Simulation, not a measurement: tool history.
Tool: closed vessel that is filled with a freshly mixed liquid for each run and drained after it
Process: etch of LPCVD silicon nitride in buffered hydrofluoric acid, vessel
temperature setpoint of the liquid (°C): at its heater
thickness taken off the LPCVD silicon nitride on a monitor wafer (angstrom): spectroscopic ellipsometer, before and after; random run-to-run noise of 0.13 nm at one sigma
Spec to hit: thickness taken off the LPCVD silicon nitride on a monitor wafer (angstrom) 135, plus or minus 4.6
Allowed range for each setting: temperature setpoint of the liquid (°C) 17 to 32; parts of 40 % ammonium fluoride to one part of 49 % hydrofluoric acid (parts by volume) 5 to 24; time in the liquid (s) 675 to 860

| run | hour | temperature setpoint of the liquid (°C) | parts of 40 % ammonium fluoride to one part of 49 % hydrofluoric acid (parts by volume) | time in the liquid (s) | thickness taken off the LPCVD silicon nitride on a monitor wafer (angstrom) |
|---|---|---|---|---|---|
| 1 | 0 | 25 | 14.5 | 860 | 81.827 |
| 2 | 6.2 | 26 | 14 | 860 | 89.106 |
| 3 | 9 | 26 | 17.5 | 860 | 71.366 |
| 4 | 16.5 | 27 | 16.5 | 860 | 81.221 |
| 5 | 23.2 | 28 | 16 | 860 | 86.799 |
| 6 | 31 | 28 | 16 | 675 | 68.025 |
| 7 | 32.1 | 28.5 | 14.5 | 680 | 79.379 |
| 8 | 40.8 | 29 | 13.5 | 685 | 86.128 |
| 9 | 43.4 | 32 | 8.5 | 705 | 157.18 |

Below are 5 possible settings for the next run. Only one of them brings all results inside the allowed miss of their targets. Which is it?
| A | 46 | 32 | 8.5 | 800 | ? |
| B | 46 | 32 | 8.5 | 860 | ? |
| C | 46 | 31.5 | 9 | 855 | ? |
| D | 46 | 30.5 | 9.5 | 725 | ? |
| E | 46 | 32 | 7 | 675 | ? |

| move | thickness taken off the LPCVD silicon nitride on a monitor wafer (angstrom) |
|---|---|
| A | 179.08 |
| B | 192.51 |
| C | 175.3 |
| D | 136.4 |
| E | 186.33 |
A: lands further from the targets than the last run did
B: lands further from the targets than the last run did
C: lands further from the targets than the last run did
D: meets every target
E: lands further from the targets than the last run did
The move that meets every target is D.

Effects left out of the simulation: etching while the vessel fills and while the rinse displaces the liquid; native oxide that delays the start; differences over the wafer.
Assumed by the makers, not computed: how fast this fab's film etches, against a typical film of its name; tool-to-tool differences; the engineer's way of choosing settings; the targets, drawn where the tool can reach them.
